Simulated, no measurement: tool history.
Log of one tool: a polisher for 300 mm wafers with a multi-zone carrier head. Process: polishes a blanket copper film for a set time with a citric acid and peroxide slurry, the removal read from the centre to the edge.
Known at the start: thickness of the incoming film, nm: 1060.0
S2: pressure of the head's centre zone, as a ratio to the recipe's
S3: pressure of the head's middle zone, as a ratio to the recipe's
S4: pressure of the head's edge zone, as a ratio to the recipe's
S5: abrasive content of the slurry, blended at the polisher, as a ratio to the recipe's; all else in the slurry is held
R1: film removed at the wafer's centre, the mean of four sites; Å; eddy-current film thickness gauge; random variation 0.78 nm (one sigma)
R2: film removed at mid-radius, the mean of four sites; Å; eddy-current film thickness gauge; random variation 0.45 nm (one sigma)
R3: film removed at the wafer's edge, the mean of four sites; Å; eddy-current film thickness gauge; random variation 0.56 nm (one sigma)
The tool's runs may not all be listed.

Run 1, day 0: flow of slurry (ml/min) 280, S2 1, S3 1, S4 1, S5 1, polishing time (s) 47. Result: R1 886.91 Å, R2 843.29 Å, R3 846.98 Å.
Run 2, day 0.367: flow of slurry (ml/min) 280, S2 1, S3 1, S4 1, S5 1, polishing time (s) 56. Result: R1 1018.3 Å, R2 1005.8 Å, R3 1022.4 Å.
Run 3, day 0.712: flow of slurry (ml/min) 280, S2 0.98, S3 1, S4 0.98, S5 0.9, polishing time (s) 53. Result: R1 934.87 Å, R2 941.82 Å, R3 925.03 Å.
Run 4, day 1.029: flow of slurry (ml/min) 280, S2 0.98, S3 1, S4 0.98, S5 0.9, polishing time (s) 43. Result: R1 788.01 Å, R2 764.34 Å, R3 752.21 Å.
Run 5, day 1.217: flow of slurry (ml/min) 280, S2 0.97, S3 0.99, S4 0.96, S5 0.85, polishing time (s) 43. Result: R1 742.28 Å, R2 743.38 Å, R3 736.8 Å.
Run 6, day 1.467: flow of slurry (ml/min) 280, S2 0.97, S3 1.07, S4 0.96, S5 0.85, polishing time (s) 43. Result: R1 774.27 Å, R2 808.24 Å, R3 738.12 Å.
Run 7, day 1.596: flow of slurry (ml/min) 280, S2 0.97, S3 1.06, S4 0.94, S5 0.8, polishing time (s) 43. Result: R1 737.96 Å, R2 794.51 Å, R3 730.51 Å.
Run 8, day 1.9: flow of slurry (ml/min) 285, S2 0.98, S3 1.06, S4 0.93, S5 0.75, polishing time (s) 42. Result: R1 726.15 Å, R2 767.66 Å, R3 708.46 Å.
Run 9, day 1.933: flow of slurry (ml/min) 285, S2 0.98, S3 1.06, S4 0.92, S5 0.7, polishing time (s) 41. Result: R1 688.3 Å, R2 741.64 Å, R3 675.7 Å.
Run 10, day 2.096: flow of slurry (ml/min) 285, S2 0.98, S3 1.05, S4 0.91, S5 0.7, polishing time (s) 41. Result: R1 696.55 Å, R2 729.61 Å, R3 663.43 Å.
Run 11, day 2.358: flow of slurry (ml/min) 280, S2 0.97, S3 1.04, S4 0.9, S5 0.7, polishing time (s) 41. Result: R1 697.87 Å, R2 731.82 Å, R3 670.24 Å.
Run 12, day 2.729: flow of slurry (ml/min) 280, S2 0.97, S3 1.04, S4 0.9, S5 0.7, polishing time (s) 41. Result: R1 684.28 Å, R2 733.72 Å, R3 666.67 Å.

Run 13 comes next. What will it give?
Run 13, day 2.996: flow of slurry (ml/min) 280, S2 0.97, S3 1.03, S4 0.89, S5 0.7, polishing time (s) 41. Result: R1 ?, R2 ?, R3 ?.

R1: 699.61 Å
R2: 718.72 Å
R3: 662.23 Å

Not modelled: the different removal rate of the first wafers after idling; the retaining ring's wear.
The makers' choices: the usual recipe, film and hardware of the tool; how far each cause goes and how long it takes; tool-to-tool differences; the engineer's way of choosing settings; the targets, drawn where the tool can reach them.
